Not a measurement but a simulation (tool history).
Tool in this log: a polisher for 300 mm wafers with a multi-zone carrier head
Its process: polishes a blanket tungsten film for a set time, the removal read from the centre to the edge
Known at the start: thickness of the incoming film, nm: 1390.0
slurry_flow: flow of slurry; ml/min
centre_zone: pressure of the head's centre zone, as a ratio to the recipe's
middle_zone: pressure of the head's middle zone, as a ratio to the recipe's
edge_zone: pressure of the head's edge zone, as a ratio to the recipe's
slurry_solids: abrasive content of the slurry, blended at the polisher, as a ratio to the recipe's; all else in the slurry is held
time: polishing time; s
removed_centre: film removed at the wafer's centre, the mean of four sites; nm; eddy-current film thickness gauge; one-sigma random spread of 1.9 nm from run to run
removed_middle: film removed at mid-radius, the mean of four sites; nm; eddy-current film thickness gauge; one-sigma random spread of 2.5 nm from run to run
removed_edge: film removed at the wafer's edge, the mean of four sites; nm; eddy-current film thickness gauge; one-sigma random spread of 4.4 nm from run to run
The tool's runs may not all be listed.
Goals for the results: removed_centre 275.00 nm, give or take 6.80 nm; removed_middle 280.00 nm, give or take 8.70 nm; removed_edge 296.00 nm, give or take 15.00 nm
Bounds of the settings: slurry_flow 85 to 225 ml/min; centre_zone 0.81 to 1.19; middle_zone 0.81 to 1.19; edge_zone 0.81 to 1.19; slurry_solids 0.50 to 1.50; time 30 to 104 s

run,hour,slurry_flow,centre_zone,middle_zone,edge_zone,slurry_solids,time,removed_centre,removed_middle,removed_edge
1,0.0,145,1.00,1.00,1.00,1.00,67,369.51,360.33,362.91
2,4.3,135,0.97,0.97,0.97,0.90,67,337.79,339.15,354.28
3,8.1,135,0.97,0.97,1.02,0.90,67,336.24,334.41,360.87
4,9.4,110,0.97,0.97,1.02,0.90,67,316.41,321.09,335.71
5,16.2,110,0.97,0.97,0.96,0.90,67,315.89,320.03,331.33
6,18.5,110,0.97,0.97,0.96,1.05,67,335.32,340.17,347.94
7,20.8,105,0.97,0.96,0.95,0.95,67,317.65,313.61,342.81
8,25.5,105,0.97,0.97,0.95,0.90,66,310.92,312.16,320.82
9,26.4,90,0.90,0.89,0.91,0.70,66,247.60,250.24,285.45
10,29.9,100,0.90,0.90,0.90,0.70,66,260.37,266.57,291.10
11,35.0,105,0.90,0.90,0.90,0.70,66,261.74,274.72,288.35

4 candidate next runs follow, results not yet known. Just one meets every target within its allowed miss. Identify it.
A,40.1,100,0.85,0.94,0.93,0.75,66,?,?,?
B,40.1,135,0.97,0.98,0.81,0.75,58,?,?,?
C,40.1,95,0.89,0.87,0.91,0.70,77,?,?,?
D,40.1,85,0.92,0.91,0.82,0.65,76,?,?,?

move,removed_centre,removed_middle,removed_edge
A,250.46,275.32,293.58
B,277.22,272.56,256.87
C,292.64,288.91,327.52
D,276.82,276.25,292.05
A: moves away from the targets compared with the last run
B: puts the biggest miss on target and leaves a different result outside tolerance
C: the result that was furthest off in the last run now lies on the other side of its target
D: all results in spec
So the answer is move D, the one that meets all the targets.
